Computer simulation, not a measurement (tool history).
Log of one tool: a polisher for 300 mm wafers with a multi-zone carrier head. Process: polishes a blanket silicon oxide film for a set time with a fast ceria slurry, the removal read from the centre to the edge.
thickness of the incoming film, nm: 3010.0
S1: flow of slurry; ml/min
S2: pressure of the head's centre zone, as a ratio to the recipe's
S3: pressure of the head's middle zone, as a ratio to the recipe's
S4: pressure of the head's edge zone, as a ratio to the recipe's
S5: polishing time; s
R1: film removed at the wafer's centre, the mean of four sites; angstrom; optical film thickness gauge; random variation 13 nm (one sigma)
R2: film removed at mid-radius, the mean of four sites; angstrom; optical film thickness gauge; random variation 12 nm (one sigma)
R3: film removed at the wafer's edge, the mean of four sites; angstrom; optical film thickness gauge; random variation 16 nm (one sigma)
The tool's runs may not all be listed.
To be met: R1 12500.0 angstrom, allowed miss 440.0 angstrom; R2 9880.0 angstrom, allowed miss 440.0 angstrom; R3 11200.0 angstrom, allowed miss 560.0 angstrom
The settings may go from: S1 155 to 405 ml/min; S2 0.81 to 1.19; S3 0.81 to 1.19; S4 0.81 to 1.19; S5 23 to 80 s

| run | hour | S1 | S2 | S3 | S4 | S5 | R1 | R2 | R3 |
|---|---|---|---|---|---|---|---|---|---|
| 1 | 0.0 | 260 | 1.00 | 1.00 | 1.00 | 51 | 9514.6 | 8495.9 | 8303.7 |
| 2 | 2.4 | 260 | 1.00 | 1.00 | 0.92 | 51 | 9749.6 | 8513.2 | 8222.6 |
| 3 | 5.4 | 260 | 1.00 | 1.00 | 0.92 | 39 | 7382.2 | 6550.3 | 6179.8 |
| 4 | 9.1 | 260 | 0.95 | 1.00 | 0.92 | 39 | 7006.5 | 6573.0 | 6333.5 |
| 5 | 15.7 | 260 | 0.95 | 1.00 | 0.95 | 39 | 6982.2 | 6476.1 | 6324.0 |
| 6 | 22.9 | 260 | 0.95 | 1.00 | 0.95 | 50 | 8963.6 | 8431.6 | 8299.4 |
| 7 | 25.0 | 260 | 0.96 | 0.97 | 0.96 | 53 | 9669.9 | 8747.1 | 9084.7 |
| 8 | 27.5 | 280 | 1.06 | 0.98 | 1.06 | 59 | 12034.0 | 9809.0 | 10298.0 |
| 9 | 28.6 | 285 | 1.06 | 0.97 | 1.07 | 59 | 12170.0 | 9687.6 | 10371.0 |
| 10 | 33.0 | 290 | 1.06 | 0.96 | 1.08 | 59 | 12037.0 | 9579.3 | 10688.0 |
| 11 | 39.3 | 295 | 1.06 | 0.96 | 1.08 | 59 | 12094.0 | 9743.2 | 10230.0 |
| 12 | 40.4 | 285 | 1.06 | 0.96 | 1.08 | 60 | 12264.0 | 9790.9 | 10499.0 |

4 next moves are on the table. One of them brings every result within its allowed miss. Which?
| A | 41.5 | 205 | 1.16 | 1.05 | 1.07 | 58 | ? | ? | ? |
| B | 41.5 | 255 | 1.18 | 1.01 | 0.95 | 59 | ? | ? | ? |
| C | 41.5 | 300 | 1.15 | 1.11 | 1.05 | 53 | ? | ? | ? |
| D | 41.5 | 320 | 1.05 | 0.94 | 1.14 | 62 | ? | ? | ? |

| move | R1 | R2 | R3 |
|---|---|---|---|
| A | 12250.0 | 9733.4 | 9708.5 |
| B | 13123.0 | 9886.9 | 9549.6 |
| C | 11736.0 | 9806.9 | 9119.9 |
| D | 12612.0 | 10035.0 | 11202.0 |
A: further off than the last run
B: further off than the last run
C: further off than the last run
D: meets every target
Move D is the one to make.
